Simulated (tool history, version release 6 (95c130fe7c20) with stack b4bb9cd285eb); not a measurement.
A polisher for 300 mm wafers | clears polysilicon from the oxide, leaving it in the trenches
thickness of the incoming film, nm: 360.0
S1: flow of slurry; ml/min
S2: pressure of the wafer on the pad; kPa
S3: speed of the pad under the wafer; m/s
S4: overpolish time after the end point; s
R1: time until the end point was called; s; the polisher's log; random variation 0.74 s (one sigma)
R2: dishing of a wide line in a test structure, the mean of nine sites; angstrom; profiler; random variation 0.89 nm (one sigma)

run,day,S1,S2,S3,S4,R1,R2
1,0,270,23.4,1.08,10,18.545,721.02
2,0.354,270,20,1,10,22.966,648.94
3,0.583,270,20,1,13,23.002,720.37
4,0.775,270,17.9,0.92,13,28.791,686.3
5,1.025,270,15.9,0.9,13,31.19,652.96
# day 1.246: worn pad replaced by a new one
6,1.246,270,14.5,0.88,13,31.859,651.02
7,1.417,260,10.3,0.58,13,60.441,473.71
8,1.546,265,16.5,0.6,18,37.176,684.38
9,1.879,265,15.9,0.6,18,39.263,662.76
10,2.208,265,15.2,0.6,18,41.285,672.99

Forecast run 11:
11,2.312,265,15.2,0.6,18,?,?

{"run 11": {"R1": 40.729, "R2": 659}}

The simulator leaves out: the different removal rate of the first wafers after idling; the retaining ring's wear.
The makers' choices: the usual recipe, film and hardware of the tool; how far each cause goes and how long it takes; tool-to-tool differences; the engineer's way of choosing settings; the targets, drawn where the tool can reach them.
